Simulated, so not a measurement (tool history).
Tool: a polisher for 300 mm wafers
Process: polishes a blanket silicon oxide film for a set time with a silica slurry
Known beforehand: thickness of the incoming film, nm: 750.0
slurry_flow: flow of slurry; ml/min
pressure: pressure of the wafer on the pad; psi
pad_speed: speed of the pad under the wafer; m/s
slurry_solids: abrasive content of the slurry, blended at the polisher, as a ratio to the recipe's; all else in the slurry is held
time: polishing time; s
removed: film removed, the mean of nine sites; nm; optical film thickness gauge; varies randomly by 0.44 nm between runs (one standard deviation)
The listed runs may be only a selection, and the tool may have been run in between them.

run 1 day=0.000 | slurry_flow=155 pressure=3.2 pad_speed=1.30 slurry_solids=1.0 time=58 | removed=145.880
run 2 day=0.258 | slurry_flow=150 pressure=2.8 pad_speed=1.24 slurry_solids=1.0 time=58 | removed=124.150
run 3 day=0.550 | slurry_flow=150 pressure=2.5 pad_speed=1.24 slurry_solids=1.0 time=58 | removed=111.690
run 4 day=0.717 | slurry_flow=145 pressure=2.3 pad_speed=1.20 slurry_solids=1.0 time=58 | removed=100.010
run 5 day=0.838 | slurry_flow=145 pressure=2.7 pad_speed=1.20 slurry_solids=1.0 time=58 | removed=117.030
run 6 day=0.992 | slurry_flow=145 pressure=2.7 pad_speed=1.20 slurry_solids=1.2 time=58 | removed=125.580
run 7 day=1.288 | slurry_flow=140 pressure=2.4 pad_speed=1.14 slurry_solids=1.2 time=58 | removed=108.120
run 8 day=1.400 | slurry_flow=135 pressure=2.2 pad_speed=1.10 slurry_solids=1.2 time=58 | removed=96.434
run 9 day=1.738 | slurry_flow=130 pressure=2.0 pad_speed=1.10 slurry_solids=1.2 time=58 | removed=87.118
run 10 day=1.971 | slurry_flow=125 pressure=1.9 pad_speed=1.10 slurry_solids=1.2 time=58 | removed=83.571
run 11 day=2.079 | slurry_flow=120 pressure=1.8 pad_speed=1.10 slurry_solids=1.2 time=58 | removed=77.150

Run 12 has not been measured yet. What should we expect?
run 12 day=2.246 | slurry_flow=95 pressure=1.5 pad_speed=1.10 slurry_solids=1.2 time=58 | removed=?

removed: 61.468 nm

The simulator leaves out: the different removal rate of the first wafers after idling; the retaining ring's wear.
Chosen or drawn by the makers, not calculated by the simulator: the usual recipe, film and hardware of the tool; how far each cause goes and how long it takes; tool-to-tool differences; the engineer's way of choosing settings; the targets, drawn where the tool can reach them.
